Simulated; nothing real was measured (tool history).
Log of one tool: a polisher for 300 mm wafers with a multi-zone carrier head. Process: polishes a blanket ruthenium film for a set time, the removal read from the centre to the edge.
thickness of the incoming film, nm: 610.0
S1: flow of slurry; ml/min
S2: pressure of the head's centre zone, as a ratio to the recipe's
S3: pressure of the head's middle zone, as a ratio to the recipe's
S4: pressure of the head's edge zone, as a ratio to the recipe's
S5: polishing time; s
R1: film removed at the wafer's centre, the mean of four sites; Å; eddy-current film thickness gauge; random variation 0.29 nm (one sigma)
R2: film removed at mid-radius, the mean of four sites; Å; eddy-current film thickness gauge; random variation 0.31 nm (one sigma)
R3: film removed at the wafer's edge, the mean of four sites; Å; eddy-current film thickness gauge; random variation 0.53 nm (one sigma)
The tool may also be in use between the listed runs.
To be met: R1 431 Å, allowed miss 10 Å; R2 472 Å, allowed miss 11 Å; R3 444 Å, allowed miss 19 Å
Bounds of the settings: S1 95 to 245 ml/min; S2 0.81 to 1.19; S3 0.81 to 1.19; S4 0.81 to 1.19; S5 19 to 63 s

run  hour   S1    S2    S3    S4  S5      R1      R2      R3
  1     0  155     1     1     1  41  667.84  648.04  638.15
  2     7  155     1     1     1  32  520.23  508.47  508.24
  3  12.1  150  0.99     1  0.99  32  512.55  506.52  505.79
  4    18  145  0.98     1  0.98  32  498.71  501.05  495.79
  5  19.5  145  0.92     1  0.98  32  472.45  505.44  499.12
  6  23.8  145  0.92  1.08  0.98  32  473.38  528.93  493.66
  7  29.1  140  0.92  1.07  0.97  32  465.26  524.72  497.62
  8  33.1  140  0.92  1.07  0.97  32  468.73  520.97  490.09

Which of these 4 next moves meets every target?
  A  37.1  170  1.03  1.19  0.89  27   ?   ?   ?
  B  37.1  185  0.86  0.96  0.83  30   ?   ?   ?
  C  37.1  145  0.96  1.04  0.94  29   ?   ?   ?
  D  37.1  140  1.07  1.01  0.89  30   ?   ?   ?

move      R1      R2      R3
   A  460.49   502.6  404.32
   B  432.67  472.03  441.24
   C  444.93  466.86  436.69
   D  509.09  467.46  438.38
A: nearer than the last run, and not there yet
B: meets every target
C: brings the result that was furthest off to its target, and leaves another outside
D: brings the result that was furthest off to its target, and leaves another outside
Answer: B
